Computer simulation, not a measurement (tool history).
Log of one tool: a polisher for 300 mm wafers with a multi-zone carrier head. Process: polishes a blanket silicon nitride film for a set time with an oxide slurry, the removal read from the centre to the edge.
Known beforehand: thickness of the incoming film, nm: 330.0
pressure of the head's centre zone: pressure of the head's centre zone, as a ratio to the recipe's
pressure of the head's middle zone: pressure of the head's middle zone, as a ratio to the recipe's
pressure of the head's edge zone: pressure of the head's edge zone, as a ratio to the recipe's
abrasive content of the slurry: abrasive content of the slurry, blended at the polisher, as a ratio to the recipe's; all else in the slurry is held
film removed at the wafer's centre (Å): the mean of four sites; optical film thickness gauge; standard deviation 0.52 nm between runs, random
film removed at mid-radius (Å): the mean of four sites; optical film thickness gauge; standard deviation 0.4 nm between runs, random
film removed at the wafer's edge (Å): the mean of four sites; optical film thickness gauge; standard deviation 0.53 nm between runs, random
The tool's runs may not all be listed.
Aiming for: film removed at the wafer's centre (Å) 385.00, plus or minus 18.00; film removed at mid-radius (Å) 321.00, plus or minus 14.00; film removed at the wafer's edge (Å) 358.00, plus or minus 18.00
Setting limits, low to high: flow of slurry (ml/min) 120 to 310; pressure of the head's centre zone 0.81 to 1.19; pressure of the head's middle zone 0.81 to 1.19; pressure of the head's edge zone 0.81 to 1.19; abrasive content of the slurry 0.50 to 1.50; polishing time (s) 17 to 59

run  hour  flow of slurry (ml/min)  pressure of the head's centre zone  pressure of the head's middle zone  pressure of the head's edge zone  abrasive content of the slurry  polishing time (s)  film removed at the wafer's centre (Å)  film removed at mid-radius (Å)  film removed at the wafer's edge (Å)
  1   0.0                      200                                1.00                                1.00                              1.00                            1.00                  38                                  388.49                          392.89                                418.44
  2   4.6                      200                                1.00                                1.00                              1.00                            1.00                  34                                  349.75                          352.68                                366.55
  3   5.9                      200                                1.01                                0.99                              1.00                            1.00                  34                                  346.17                          335.16                                369.51
  4   6.9                      200                                1.01                                1.05                              1.00                            1.00                  34                                  349.37                          353.81                                367.59
  5   7.7                      200                                1.01                                1.05                              1.00                            1.00                  39                                  393.03                          422.67                                407.08
  6   8.4                      200                                1.01                                1.05                              1.00                            1.00                  35                                  350.74                          372.85                                374.96
  7  10.7                      200                                1.02                                1.04                              1.00                            1.00                  35                                  359.17                          368.11                                383.34
  8  19.5                      200                                1.03                                1.03                              0.98                            1.00                  35                                  367.77                          370.50                                376.10
  9  22.1                      200                                1.03                                1.03                              0.98                            1.00                  35                                  362.60                          367.78                                373.60
 10  30.6                      200                                1.04                                1.02                              0.98                            1.00                  35                                  364.37                          365.81                                372.71
 11  33.8                      200                                1.05                                1.00                              0.98                            1.00                  35                                  371.86                          355.02                                374.26
     42.4  -- slurry nozzle cleaned
 12  42.4                      200                                1.05                                1.00                              0.98                            1.00                  35                                  396.66                          378.01                                385.73

Below are 5 possible settings for the next run. Only one of them brings all results inside the allowed miss of their targets. Which is it?
  A  51.0                      165                                1.10                                1.19                              0.82                            0.80                  39                                       ?                               ?                                     ?
  B  51.0                      205                                0.86                                1.08                              0.97                            0.85                  43                                       ?                               ?                                     ?
  C  51.0                      210                                0.87                                1.07                              1.01                            1.05                  37                                       ?                               ?                                     ?
  D  51.0                      140                                1.13                                0.92                              1.01                            1.20                  31                                       ?                               ?                                     ?
  E  51.0                      220                                1.02                                0.81                              1.12                            1.00                  36                                       ?                               ?                                     ?

move  film removed at the wafer's centre (Å)  film removed at mid-radius (Å)  film removed at the wafer's edge (Å)
   A                                  414.22                          427.94                                349.05
   B                                  376.10                          457.68                                435.38
   C                                  360.11                          429.57                                419.76
   D                                  393.39                          319.06                                359.66
   E                                  404.35                          325.83                                424.06
A: misses by more than the last run did
B: misses by more than the last run did
C: misses by more than the last run did
D: every result lands within tolerance
E: gets the furthest-off result to its target, but another result is out of tolerance
D is the move that brings every result within its allowed miss.
